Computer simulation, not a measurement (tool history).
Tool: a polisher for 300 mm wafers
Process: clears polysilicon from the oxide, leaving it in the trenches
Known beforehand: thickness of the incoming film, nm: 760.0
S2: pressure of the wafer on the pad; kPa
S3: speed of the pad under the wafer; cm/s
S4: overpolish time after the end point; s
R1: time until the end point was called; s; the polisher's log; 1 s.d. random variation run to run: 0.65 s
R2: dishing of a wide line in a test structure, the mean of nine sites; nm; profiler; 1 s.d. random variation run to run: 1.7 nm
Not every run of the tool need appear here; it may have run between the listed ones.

{"run": 1, "hour": 0.0, "flow of slurry (ml/min)": 290, "S2": 11.7, "S3": 116, "S4": 10, "R1": 73.611, "R2": 61.749}
{"run": 2, "hour": 5.8, "flow of slurry (ml/min)": 290, "S2": 12.4, "S3": 116, "S4": 10, "R1": 68.471, "R2": 66.833}
{"run": 3, "hour": 11.9, "flow of slurry (ml/min)": 290, "S2": 13.1, "S3": 116, "S4": 10, "R1": 64.553, "R2": 66.422}
{"run": 4, "hour": 15.9, "flow of slurry (ml/min)": 290, "S2": 13.1, "S3": 116, "S4": 8, "R1": 64.977, "R2": 58.111}
{"run": 5, "hour": 23.0, "flow of slurry (ml/min)": 290, "S2": 13.1, "S3": 116, "S4": 4, "R1": 66.842, "R2": 37.363}
{"run": 6, "hour": 29.4, "flow of slurry (ml/min)": 290, "S2": 13.1, "S3": 116, "S4": 7, "R1": 64.416, "R2": 54.009}
{"run": 7, "hour": 36.8, "flow of slurry (ml/min)": 290, "S2": 13.1, "S3": 116, "S4": 7, "R1": 65.23, "R2": 56.585}
{"run": 8, "hour": 39.3, "flow of slurry (ml/min)": 290, "S2": 13.8, "S3": 116, "S4": 7, "R1": 62.129, "R2": 56.208}
{"run": 9, "hour": 45.1, "flow of slurry (ml/min)": 290, "S2": 14.5, "S3": 116, "S4": 7, "R1": 59.144, "R2": 60.367}
{"run": 10, "hour": 53.2, "flow of slurry (ml/min)": 290, "S2": 17.9, "S3": 116, "S4": 11, "R1": 47.745, "R2": 78.144}

For run 11, what comes out?
{"run": 11, "hour": 58.8, "flow of slurry (ml/min)": 290, "S2": 17.9, "S3": 116, "S4": 11, "R1": "?", "R2": "?"}

Run 11 produced R1 48.597 s, R2 76.504 nm.
